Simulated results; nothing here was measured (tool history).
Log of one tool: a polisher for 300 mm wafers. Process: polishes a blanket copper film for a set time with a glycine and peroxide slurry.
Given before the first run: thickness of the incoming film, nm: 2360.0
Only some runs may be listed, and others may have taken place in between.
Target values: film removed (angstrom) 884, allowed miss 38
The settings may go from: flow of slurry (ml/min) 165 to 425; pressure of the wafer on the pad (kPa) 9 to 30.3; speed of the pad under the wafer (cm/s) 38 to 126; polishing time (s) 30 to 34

| run | hour | flow of slurry (ml/min) | pressure of the wafer on the pad (kPa) | speed of the pad under the wafer (cm/s) | polishing time (s) | film removed (angstrom) |
|---|---|---|---|---|---|---|
| 1 | 0 | 275 | 19.3 | 82 | 34 | 1535.4 |
| 2 | 5.2 | 275 | 23.4 | 82 | 34 | 1652.5 |
| 3 | 8 | 275 | 20 | 70 | 33 | 1323.9 |
| 4 | 11.4 | 275 | 20 | 70 | 34 | 1389.4 |
| 5 | 13.4 | 275 | 17.2 | 62 | 34 | 1157.5 |
| 6 | 19.6 | 275 | 17.2 | 62 | 34 | 1167.6 |
| 7 | 24.7 | 275 | 15.2 | 60 | 34 | 1105.4 |
| 8 | 31.4 | 275 | 13.8 | 56 | 34 | 977.33 |
| 9 | 35 | 275 | 13.1 | 56 | 34 | 978.79 |
| 10 | 38.3 | 275 | 12.4 | 56 | 34 | 960.81 |
| 11 | 46.9 | 275 | 11.7 | 56 | 34 | 932.77 |

Below are 4 possible settings for the next run. Only one of them brings all results inside the allowed miss of their targets. Which is it?
| A | 55.5 | 290 | 9 | 52 | 31 | ? |
| B | 55.5 | 255 | 11 | 52 | 34 | ? |
| C | 55.5 | 290 | 11.7 | 62 | 33 | ? |
| D | 55.5 | 275 | 12.4 | 58 | 34 | ? |

| move | film removed (angstrom) |
|---|---|
| A | 749.54 |
| B | 861.79 |
| C | 969.59 |
| D | 969.71 |
A: pushes the last run's worst result past its target
B: meets every target
C: lands further from the targets than the last run did
D: lands further from the targets than the last run did
B meets every target.

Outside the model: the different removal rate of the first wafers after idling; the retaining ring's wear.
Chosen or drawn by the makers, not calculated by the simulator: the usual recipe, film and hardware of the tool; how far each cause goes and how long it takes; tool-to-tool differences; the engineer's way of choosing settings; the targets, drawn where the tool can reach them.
